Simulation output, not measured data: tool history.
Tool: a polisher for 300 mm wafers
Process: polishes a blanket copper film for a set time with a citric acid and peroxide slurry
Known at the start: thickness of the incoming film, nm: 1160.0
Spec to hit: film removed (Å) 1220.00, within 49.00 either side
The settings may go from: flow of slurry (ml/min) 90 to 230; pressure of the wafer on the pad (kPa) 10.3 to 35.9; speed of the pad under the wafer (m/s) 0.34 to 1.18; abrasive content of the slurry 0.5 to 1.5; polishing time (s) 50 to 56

run,day,flow of slurry (ml/min),pressure of the wafer on the pad (kPa),speed of the pad under the wafer (m/s),abrasive content of the slurry,polishing time (s),film removed (Å)
1,0.000,150,22.8,0.76,1.0,56,995.67
2,0.346,150,23.4,0.76,1.0,56,1019.70
3,0.554,150,24.1,0.76,1.0,56,1052.00
4,0.625,150,24.1,0.64,1.0,56,886.98
5,0.958,150,24.8,0.64,1.0,56,925.35
6,1.029,150,25.5,0.64,1.0,56,906.53
7,1.129,150,26.9,0.64,1.0,56,973.40
8,1.433,150,27.6,0.64,1.0,56,978.15
9,1.633,150,28.3,0.64,1.0,56,1024.30
10,1.708,150,29.0,0.64,1.0,56,1025.50
11,1.946,150,29.0,0.64,1.0,56,1016.00
12,1.983,150,29.6,0.64,1.0,56,1038.90
13,2.308,150,30.3,0.64,1.0,56,1042.20
14,2.404,150,31.0,0.64,1.0,56,1084.60
15,2.588,150,31.0,0.64,1.0,56,1076.10
16,2.788,150,31.7,0.64,1.0,56,1072.90
17,3.083,150,32.4,0.64,1.0,56,1116.90
18,3.408,150,32.4,0.64,1.0,56,1116.50
19,3.438,150,33.1,0.64,1.0,56,1150.20

Which one of the following 4 next-run settings gets every result inside its allowed miss? There is exactly one.
A,3.467,175,35.9,0.68,1.0,56,?
B,3.467,155,33.8,0.74,0.8,53,?
C,3.467,150,33.8,0.64,1.0,53,?
D,3.467,140,30.3,0.72,1.0,53,?

move,film removed (Å)
A,1318.10
B,1197.50
C,1097.90
D,1115.40
A: takes the result that was furthest off past its target
B: in spec on every target
C: moves away from the targets compared with the last run
D: moves away from the targets compared with the last run
B meets every target.
